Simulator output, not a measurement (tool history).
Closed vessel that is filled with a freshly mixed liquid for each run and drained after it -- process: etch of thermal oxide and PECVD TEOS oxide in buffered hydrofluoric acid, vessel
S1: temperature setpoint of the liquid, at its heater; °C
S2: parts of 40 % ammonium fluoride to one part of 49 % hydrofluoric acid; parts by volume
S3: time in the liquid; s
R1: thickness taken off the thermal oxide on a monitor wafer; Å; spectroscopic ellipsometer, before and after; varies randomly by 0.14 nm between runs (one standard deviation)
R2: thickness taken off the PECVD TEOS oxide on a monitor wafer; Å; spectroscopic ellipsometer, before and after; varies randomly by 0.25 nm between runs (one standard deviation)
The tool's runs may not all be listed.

run 1 hour=0.0 | S1=23.0 S2=11.5 S3=60 | R1=554.58 R2=746.16
run 2 hour=6.4 | S1=23.0 S2=8.5 S3=60 | R1=721.15 R2=974.27
run 3 hour=13.3 | S1=23.0 S2=8.5 S3=40 | R1=482.00 R2=651.61
run 4 hour=16.0 | S1=23.0 S2=9.5 S3=40 | R1=437.92 R2=591.21
run 5 hour=19.4 | S1=23.0 S2=11.5 S3=40 | R1=368.03 R2=504.02
run 6 hour=25.8 | S1=23.0 S2=8.5 S3=40 | R1=482.51 R2=648.71
run 7 hour=35.0 | S1=22.5 S2=8.5 S3=40 | R1=467.08 R2=632.60

Run 8 comes next. What will it give?
run 8 hour=36.6 | S1=22.0 S2=8.5 S3=40 | R1=? R2=?

R1: 455.71 Å
R2: 613.18 Å
